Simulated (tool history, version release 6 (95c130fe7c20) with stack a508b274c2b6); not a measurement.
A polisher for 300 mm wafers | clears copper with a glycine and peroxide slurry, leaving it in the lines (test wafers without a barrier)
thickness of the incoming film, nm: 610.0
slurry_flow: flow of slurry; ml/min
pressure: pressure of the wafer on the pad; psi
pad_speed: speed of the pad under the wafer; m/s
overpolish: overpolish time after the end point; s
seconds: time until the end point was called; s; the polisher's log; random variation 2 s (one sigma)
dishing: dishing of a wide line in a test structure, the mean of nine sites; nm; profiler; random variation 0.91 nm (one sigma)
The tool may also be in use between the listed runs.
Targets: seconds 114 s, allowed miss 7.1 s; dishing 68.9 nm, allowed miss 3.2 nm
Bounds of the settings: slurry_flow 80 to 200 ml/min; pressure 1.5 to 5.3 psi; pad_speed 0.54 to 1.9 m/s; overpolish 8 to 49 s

{"run": 1, "hour": 0.0, "slurry_flow": 130, "pressure": 3.4, "pad_speed": 1.22, "overpolish": 25, "seconds": 79.625, "dishing": 77.86}
{"run": 2, "hour": 4.0, "slurry_flow": 130, "pressure": 3.4, "pad_speed": 1.42, "overpolish": 25, "seconds": 72.436, "dishing": 81.336}
{"run": 3, "hour": 11.2, "slurry_flow": 130, "pressure": 3.4, "pad_speed": 1.42, "overpolish": 17, "seconds": 69.496, "dishing": 67.785}
{"run": 4, "hour": 18.9, "slurry_flow": 130, "pressure": 2.6, "pad_speed": 1.42, "overpolish": 17, "seconds": 93.002, "dishing": 60.08}
{"run": 5, "hour": 27.3, "slurry_flow": 130, "pressure": 2.6, "pad_speed": 1.28, "overpolish": 17, "seconds": 104.73, "dishing": 54.331}
{"run": 6, "hour": 35.2, "slurry_flow": 140, "pressure": 2.6, "pad_speed": 1.28, "overpolish": 17, "seconds": 101.29, "dishing": 56.141}
{"run": 7, "hour": 38.9, "slurry_flow": 140, "pressure": 2.5, "pad_speed": 1.28, "overpolish": 20, "seconds": 103.29, "dishing": 61.066}
{"run": 8, "hour": 42.6, "slurry_flow": 140, "pressure": 2.4, "pad_speed": 1.28, "overpolish": 22, "seconds": 105.33, "dishing": 62.349}
{"run": 9, "hour": 44.3, "slurry_flow": 135, "pressure": 2.3, "pad_speed": 1.28, "overpolish": 23, "seconds": 112.05, "dishing": 63.12}

4 next moves are on the table. One of them brings every result within its allowed miss. Which?
{"run": "A", "hour": 46.0, "slurry_flow": 130, "pressure": 2.8, "pad_speed": 1.22, "overpolish": 18, "seconds": "?", "dishing": "?"}
{"run": "B", "hour": 46.0, "slurry_flow": 135, "pressure": 1.8, "pad_speed": 1.42, "overpolish": 24, "seconds": "?", "dishing": "?"}
{"run": "C", "hour": 46.0, "slurry_flow": 145, "pressure": 2.1, "pad_speed": 1.32, "overpolish": 28, "seconds": "?", "dishing": "?"}
{"run": "D", "hour": 46.0, "slurry_flow": 155, "pressure": 2.2, "pad_speed": 1.3, "overpolish": 22, "seconds": "?", "dishing": "?"}

move=A seconds=98.958 dishing=59.317
move=B seconds=125.2 dishing=59.297
move=C seconds=115.81 dishing=68.21
move=D seconds=111.71 dishing=61.274
A: further off than the last run
B: further off than the last run
C: meets every target
D: further off than the last run
Move C is the one to make.
